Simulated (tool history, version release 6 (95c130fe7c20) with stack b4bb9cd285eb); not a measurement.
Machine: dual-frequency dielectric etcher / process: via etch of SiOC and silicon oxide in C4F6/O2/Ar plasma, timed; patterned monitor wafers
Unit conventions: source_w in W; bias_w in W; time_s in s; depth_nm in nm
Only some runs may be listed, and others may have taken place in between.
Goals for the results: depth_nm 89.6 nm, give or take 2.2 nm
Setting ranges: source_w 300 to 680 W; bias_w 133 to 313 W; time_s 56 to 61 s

run	day	source_w	bias_w	time_s	depth_nm
1	0	490	223	61	76.414
2	0.054	530	231	61	80.263
3	0.292	530	253	61	83.071
4	0.608	530	253	61	82.599
5	0.896	530	234	61	81.436
6	1.029	490	234	61	77.984
7	1.354	530	239	61	80.485
8	1.517	560	246	61	83.606

Which of these 5 next moves meets every target?
A	1.679	680	245	59	?
B	1.679	560	279	56	?
C	1.679	590	291	56	?
D	1.679	550	252	56	?
E	1.679	580	233	60	?

move	depth_nm
A	88.892
B	80.067
C	83.177
D	76.925
E	82.602
A: each result inside its tolerance
B: lands further from the targets than the last run did
C: lands further from the targets than the last run did
D: lands further from the targets than the last run did
E: lands further from the targets than the last run did
Correct choice: A, which meets every target
